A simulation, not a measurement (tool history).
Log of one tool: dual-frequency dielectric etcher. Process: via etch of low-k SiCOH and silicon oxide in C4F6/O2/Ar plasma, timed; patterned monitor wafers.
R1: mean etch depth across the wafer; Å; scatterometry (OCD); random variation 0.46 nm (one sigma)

run 1 hour=0.0 | source_power_(W)=350 bias_power_(W)=147 etch_time_(s)=35 | R1=822.88
run 2 hour=3.2 | source_power_(W)=290 bias_power_(W)=147 etch_time_(s)=35 | R1=786.98
run 3 hour=9.8 | source_power_(W)=280 bias_power_(W)=146 etch_time_(s)=35 | R1=770.20
run 4 hour=13.8 | source_power_(W)=280 bias_power_(W)=146 etch_time_(s)=35 | R1=781.10
run 5 hour=19.8 | source_power_(W)=340 bias_power_(W)=146 etch_time_(s)=35 | R1=806.97
run 6 hour=27.2 | source_power_(W)=340 bias_power_(W)=167 etch_time_(s)=35 | R1=855.37
run 7 hour=29.4 | source_power_(W)=320 bias_power_(W)=163 etch_time_(s)=35 | R1=829.45

Forecast run 8:
run 8 hour=37.6 | source_power_(W)=320 bias_power_(W)=163 etch_time_(s)=35 | R1=?

{"run 8": {"R1": 828.22}}
